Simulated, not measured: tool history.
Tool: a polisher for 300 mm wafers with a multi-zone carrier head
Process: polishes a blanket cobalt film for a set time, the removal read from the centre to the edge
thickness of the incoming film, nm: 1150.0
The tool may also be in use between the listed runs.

run	hour	flow of slurry (ml/min)	pressure of the head's centre zone	pressure of the head's middle zone	pressure of the head's edge zone	polishing time (s)	film removed at the wafer's centre (Å)	film removed at mid-radius (Å)	film removed at the wafer's edge (Å)
1	0.0	315	1.00	1.00	1.00	43	1301.6	1257.9	1288.1
2	5.8	315	1.01	1.00	0.97	42	1246.5	1256.0	1231.4
3	12.7	315	1.01	1.00	0.97	47	1447.2	1398.5	1348.3
4	14.8	380	1.01	1.00	0.97	47	1445.6	1394.8	1364.2
5	23.1	380	1.02	0.98	0.95	46	1429.3	1357.7	1304.2
6	30.2	340	1.02	0.98	0.95	46	1405.2	1340.0	1346.6
7	36.5	355	1.04	0.98	0.94	45	1408.6	1329.2	1280.6
# hour 38.6: worn pad replaced by a new one
8	38.6	355	1.04	0.98	0.94	45	1581.2	1505.1	1475.8
9	44.6	380	1.02	0.97	0.94	46	1604.1	1513.2	1516.5
10	53.5	355	1.04	0.98	0.95	46	1645.1	1526.5	1532.4
11	59.4	380	1.03	0.96	0.93	45	1586.5	1469.1	1488.7
12	64.0	385	1.04	0.98	0.97	45	1619.8	1511.3	1515.1
13	71.8	350	1.04	0.97	0.94	45	1602.0	1489.2	1496.1

The next listed run, before its measurement:
14	77.7	375	1.03	0.98	0.96	45	?	?	?

Run 14 gave film removed at the wafer's centre (Å) 1586.1, film removed at mid-radius (Å) 1492.6, film removed at the wafer's edge (Å) 1525.3.
